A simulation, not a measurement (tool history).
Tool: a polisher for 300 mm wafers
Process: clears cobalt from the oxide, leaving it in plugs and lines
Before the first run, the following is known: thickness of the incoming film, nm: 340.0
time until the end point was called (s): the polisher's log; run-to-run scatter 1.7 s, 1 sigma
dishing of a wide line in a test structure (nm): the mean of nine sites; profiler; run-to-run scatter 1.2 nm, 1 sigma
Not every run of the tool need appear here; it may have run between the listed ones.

| run | hour | flow of slurry (ml/min) | pressure of the wafer on the pad (psi) | speed of the pad under the wafer (cm/s) | overpolish time after the end point (s) | time until the end point was called (s) | dishing of a wide line in a test structure (nm) |
|---|---|---|---|---|---|---|---|
| 1 | 0 | 305 | 2 | 120 | 30 | 56.303 | 60.242 |
| 2 | 1.9 | 305 | 2 | 120 | 42 | 55.341 | 65.133 |
| 3 | 3 | 305 | 1.9 | 118 | 41 | 60.241 | 65.23 |
| 4 | 10.6 | 305 | 1.8 | 118 | 39 | 62.919 | 61.547 |
| 5 | 14.6 | 240 | 1.8 | 118 | 39 | 63.006 | 63.003 |
| 6 | 19.5 | 240 | 1.8 | 96 | 39 | 75.004 | 59.181 |
| 7 | 22 | 240 | 1.7 | 96 | 39 | 77.602 | 60.545 |

Run 8 has not been measured yet. What should we expect?
| 8 | 23.1 | 240 | 1.1 | 88 | 26 | ? | ? |

Run 8 produced time until the end point was called (s) 125.34, dishing of a wide line in a test structure (nm) 44.545.

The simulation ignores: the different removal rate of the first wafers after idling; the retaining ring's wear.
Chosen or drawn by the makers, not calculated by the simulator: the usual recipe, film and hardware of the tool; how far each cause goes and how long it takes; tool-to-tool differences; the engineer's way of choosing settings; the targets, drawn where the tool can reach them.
